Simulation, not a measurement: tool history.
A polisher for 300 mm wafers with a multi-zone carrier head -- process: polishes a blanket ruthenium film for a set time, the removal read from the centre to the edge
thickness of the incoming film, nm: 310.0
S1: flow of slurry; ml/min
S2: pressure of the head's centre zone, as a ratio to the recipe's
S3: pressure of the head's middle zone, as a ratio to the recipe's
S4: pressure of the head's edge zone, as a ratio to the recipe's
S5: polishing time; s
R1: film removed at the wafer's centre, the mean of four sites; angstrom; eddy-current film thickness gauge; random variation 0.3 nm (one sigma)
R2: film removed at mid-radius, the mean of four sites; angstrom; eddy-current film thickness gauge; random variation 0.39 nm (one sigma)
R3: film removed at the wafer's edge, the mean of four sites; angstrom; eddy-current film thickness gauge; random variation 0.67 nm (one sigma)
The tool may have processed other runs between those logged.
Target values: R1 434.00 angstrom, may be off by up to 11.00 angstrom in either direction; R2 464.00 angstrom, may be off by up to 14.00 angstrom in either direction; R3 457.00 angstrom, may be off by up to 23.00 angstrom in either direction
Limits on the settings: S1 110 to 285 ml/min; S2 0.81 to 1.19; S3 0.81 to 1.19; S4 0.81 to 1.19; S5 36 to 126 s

run	day	S1	S2	S3	S4	S5	R1	R2	R3
1	0.000	180	1.00	1.00	1.00	81	751.14	765.62	780.13
2	0.117	180	1.00	1.00	0.94	81	751.74	785.61	745.16
3	0.267	170	0.98	0.97	0.92	74	669.61	683.16	687.51
4	0.604	170	0.98	0.97	0.84	74	675.73	669.48	679.97
5	0.667	175	0.97	0.98	0.84	67	612.65	621.41	610.66
6	0.871	175	0.97	0.98	0.92	67	607.74	624.58	636.19
7	1.050	180	0.96	0.99	0.90	61	541.33	578.48	564.06
8	1.275	190	0.95	0.98	0.89	58	519.12	546.09	544.65
9	1.500	140	0.91	0.96	0.81	48	394.81	425.36	424.94
10	1.596	190	0.92	0.97	0.84	48	413.49	451.30	432.17

Of the 4 settings listed for the next run, only one would bring every result within its allowed miss of target. Which one?
A	1.692	255	0.87	1.00	0.81	51	?	?	?
B	1.692	215	0.88	1.04	0.90	49	?	?	?
C	1.692	270	0.90	0.93	0.82	50	?	?	?
D	1.692	225	0.94	1.16	0.81	45	?	?	?

move	R1	R2	R3
A	434.73	500.81	449.93
B	415.23	489.77	443.62
C	442.44	464.20	445.06
D	408.40	495.84	392.86
A: gets the furthest-off result to its target, but another result is out of tolerance
B: neither nearer nor further off than the last run
C: every result lands within tolerance
D: its largest miss is bigger than the last run's
Answer: C
